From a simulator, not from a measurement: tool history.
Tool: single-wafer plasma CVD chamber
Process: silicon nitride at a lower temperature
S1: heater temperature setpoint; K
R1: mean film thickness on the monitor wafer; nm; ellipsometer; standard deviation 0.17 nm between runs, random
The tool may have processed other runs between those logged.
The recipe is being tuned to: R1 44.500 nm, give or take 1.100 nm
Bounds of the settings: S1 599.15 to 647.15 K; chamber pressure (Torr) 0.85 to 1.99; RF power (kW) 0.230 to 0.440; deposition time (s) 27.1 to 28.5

Run 1, hour 0.0: S1 623.15 K, chamber pressure (Torr) 1.42, RF power (kW) 0.335, deposition time (s) 28.5. Result: R1 36.917 nm.
Run 2, hour 7.7: S1 623.15 K, chamber pressure (Torr) 1.60, RF power (kW) 0.335, deposition time (s) 28.5. Result: R1 38.226 nm.
Run 3, hour 16.3: S1 623.15 K, chamber pressure (Torr) 1.63, RF power (kW) 0.340, deposition time (s) 28.5. Result: R1 39.170 nm.
Run 4, hour 19.9: S1 623.15 K, chamber pressure (Torr) 1.63, RF power (kW) 0.300, deposition time (s) 28.5. Result: R1 35.003 nm.
Run 5, hour 20.7: S1 623.15 K, chamber pressure (Torr) 1.66, RF power (kW) 0.310, deposition time (s) 28.5. Result: R1 36.470 nm.
Run 6, hour 23.5: S1 623.15 K, chamber pressure (Torr) 1.87, RF power (kW) 0.310, deposition time (s) 28.5. Result: R1 37.827 nm.
Run 7, hour 27.1: S1 623.15 K, chamber pressure (Torr) 1.88, RF power (kW) 0.315, deposition time (s) 28.5. Result: R1 38.164 nm.
Run 8, hour 32.5: S1 623.15 K, chamber pressure (Torr) 1.89, RF power (kW) 0.320, deposition time (s) 28.5. Result: R1 38.830 nm.
Run 9, hour 36.9: S1 623.15 K, chamber pressure (Torr) 1.90, RF power (kW) 0.325, deposition time (s) 28.5. Result: R1 39.544 nm.
Run 10, hour 44.2: S1 623.15 K, chamber pressure (Torr) 1.91, RF power (kW) 0.330, deposition time (s) 28.5. Result: R1 39.957 nm.
Run 11, hour 50.7: S1 623.15 K, chamber pressure (Torr) 1.92, RF power (kW) 0.335, deposition time (s) 28.5. Result: R1 40.489 nm.
Run 12, hour 54.7: S1 623.15 K, chamber pressure (Torr) 1.93, RF power (kW) 0.340, deposition time (s) 28.5. Result: R1 40.887 nm.

Of the 4 settings listed for the next run, only one would bring every result within its allowed miss of target. Which one?
Run A, hour 58.7: S1 623.15 K, chamber pressure (Torr) 1.99, RF power (kW) 0.340, deposition time (s) 28.5. Result: R1 ?.
Run B, hour 58.7: S1 628.15 K, chamber pressure (Torr) 1.99, RF power (kW) 0.395, deposition time (s) 28.5. Result: R1 ?.
Run C, hour 58.7: S1 623.15 K, chamber pressure (Torr) 1.97, RF power (kW) 0.400, deposition time (s) 28.5. Result: R1 ?.
Run D, hour 58.7: S1 623.15 K, chamber pressure (Torr) 1.99, RF power (kW) 0.375, deposition time (s) 28.5. Result: R1 ?.

move      R1
   A  41.485
   B  46.318
   C  46.684
   D  44.706
A: nearer the targets than the last run, but a result is still out of spec
B: pushes the last run's worst result past its target
C: pushes the last run's worst result past its target
D: hits every target within its allowed miss
Answer: D

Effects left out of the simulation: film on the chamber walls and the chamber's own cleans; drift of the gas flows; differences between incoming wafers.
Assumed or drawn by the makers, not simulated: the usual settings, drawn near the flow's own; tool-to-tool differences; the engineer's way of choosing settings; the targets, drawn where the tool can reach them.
